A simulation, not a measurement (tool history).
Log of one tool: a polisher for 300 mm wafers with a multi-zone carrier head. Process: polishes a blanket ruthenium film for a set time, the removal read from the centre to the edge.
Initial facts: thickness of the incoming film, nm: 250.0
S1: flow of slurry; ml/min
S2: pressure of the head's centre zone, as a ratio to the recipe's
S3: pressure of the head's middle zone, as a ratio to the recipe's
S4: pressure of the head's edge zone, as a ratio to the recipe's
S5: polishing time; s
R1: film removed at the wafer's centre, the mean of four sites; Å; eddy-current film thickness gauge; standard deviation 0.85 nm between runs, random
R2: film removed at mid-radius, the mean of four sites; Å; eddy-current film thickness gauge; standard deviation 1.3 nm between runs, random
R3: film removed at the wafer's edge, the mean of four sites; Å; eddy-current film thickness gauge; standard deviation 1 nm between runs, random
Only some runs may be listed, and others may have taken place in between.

run 1 hour=0 | S1=280 S2=1 S3=1 S4=1 S5=63 | R1=678.2 R2=676.11 R3=683.27
run 2 hour=3.6 | S1=280 S2=1.01 S3=0.99 S4=1.04 S5=68 | R1=734.19 R2=723.41 R3=739.91
run 3 hour=10.7 | S1=280 S2=1 S3=0.97 S4=1.06 S5=73 | R1=781.79 R2=787.76 R3=810.17
run 4 hour=15.4 | S1=280 S2=1 S3=0.97 S4=1.06 S5=87 | R1=925.69 R2=920.79 R3=964.66
run 5 hour=22.6 | S1=280 S2=1 S3=0.95 S4=1.08 S5=87 | R1=932.73 R2=904.32 R3=965.93
run 6 hour=26 | S1=280 S2=1 S3=0.95 S4=1.08 S5=74 | R1=803.85 R2=760.04 R3=817.41

Run 7 comes next. What will it give?
run 7 hour=34.6 | S1=280 S2=0.99 S3=0.94 S4=1.1 S5=77 | R1=? R2=? R3=?

Logged for run 7: R1 834.1 Å, R2 809.23 Å, R3 853.93 Å.

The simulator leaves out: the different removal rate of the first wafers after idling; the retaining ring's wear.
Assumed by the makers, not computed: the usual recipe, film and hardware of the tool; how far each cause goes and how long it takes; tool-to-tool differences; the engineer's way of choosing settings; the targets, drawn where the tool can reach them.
